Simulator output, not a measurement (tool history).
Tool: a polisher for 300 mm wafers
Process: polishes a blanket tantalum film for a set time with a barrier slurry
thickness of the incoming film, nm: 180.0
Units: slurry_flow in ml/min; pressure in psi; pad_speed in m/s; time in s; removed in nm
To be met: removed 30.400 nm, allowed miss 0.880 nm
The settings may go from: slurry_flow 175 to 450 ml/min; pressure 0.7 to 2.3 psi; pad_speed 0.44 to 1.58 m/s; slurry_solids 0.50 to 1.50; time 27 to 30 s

| run | hour | slurry_flow | pressure | pad_speed | slurry_solids | time | removed |
|---|---|---|---|---|---|---|---|
| 1 | 0.0 | 290 | 1.5 | 1.00 | 1.00 | 30 | 37.967 |
| 2 | 5.3 | 290 | 1.4 | 1.00 | 1.00 | 30 | 35.256 |
| 3 | 12.7 | 290 | 1.3 | 1.00 | 1.00 | 30 | 32.947 |
| 4 | 19.9 | 290 | 1.3 | 1.00 | 1.20 | 30 | 34.951 |
| 5 | 22.9 | 315 | 1.3 | 1.00 | 1.20 | 30 | 34.927 |
| 6 | 29.0 | 315 | 1.3 | 1.00 | 1.20 | 27 | 31.561 |
| 7 | 35.7 | 315 | 1.3 | 1.00 | 1.20 | 27 | 31.814 |
| 8 | 38.0 | 315 | 1.2 | 1.00 | 1.20 | 27 | 29.473 |

5 next moves are on the table. One of them brings every result within its allowed miss. Which?
| A | 40.3 | 335 | 0.9 | 1.22 | 1.45 | 30 | ? |
| B | 40.3 | 295 | 1.1 | 1.02 | 1.10 | 29 | ? |
| C | 40.3 | 295 | 1.1 | 1.12 | 1.15 | 30 | ? |
| D | 40.3 | 315 | 1.2 | 0.94 | 1.20 | 27 | ? |
| E | 40.3 | 300 | 1.2 | 1.06 | 1.15 | 27 | ? |

| move | removed |
|---|---|
| A | 32.186 |
| B | 28.947 |
| C | 33.286 |
| D | 27.957 |
| E | 30.893 |
A: takes the result that was furthest off past its target
B: further off than the last run
C: takes the result that was furthest off past its target
D: further off than the last run
E: meets every target
The right move is E.
